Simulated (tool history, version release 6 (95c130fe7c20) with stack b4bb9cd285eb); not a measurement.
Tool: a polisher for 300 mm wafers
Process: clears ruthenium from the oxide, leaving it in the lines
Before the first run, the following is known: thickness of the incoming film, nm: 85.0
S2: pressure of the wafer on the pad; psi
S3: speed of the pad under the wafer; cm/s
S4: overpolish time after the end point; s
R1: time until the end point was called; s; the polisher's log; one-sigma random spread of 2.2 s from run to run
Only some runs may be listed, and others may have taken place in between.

Run 1, day 0: flow of slurry (ml/min) 150, S2 2.2 psi, S3 86 cm/s, S4 3 s. Result: R1 79.805 s.
Run 2, day 0.108: flow of slurry (ml/min) 150, S2 2 psi, S3 84 cm/s, S4 3 s. Result: R1 88.167 s.
Run 3, day 0.325: flow of slurry (ml/min) 150, S2 2 psi, S3 92 cm/s, S4 3 s. Result: R1 79.921 s.
Run 4, day 0.6: flow of slurry (ml/min) 150, S2 1.8 psi, S3 90 cm/s, S4 3 s. Result: R1 94.554 s.
Run 5, day 0.629: flow of slurry (ml/min) 150, S2 2.2 psi, S3 90 cm/s, S4 3 s. Result: R1 77.222 s.
Run 6, day 0.854: flow of slurry (ml/min) 150, S2 2.2 psi, S3 72 cm/s, S4 3 s. Result: R1 94.474 s.

For run 7, what comes out?
Run 7, day 1.217: flow of slurry (ml/min) 150, S2 2.1 psi, S3 72 cm/s, S4 3 s. Result: R1 ?.

R1: 97.512 s
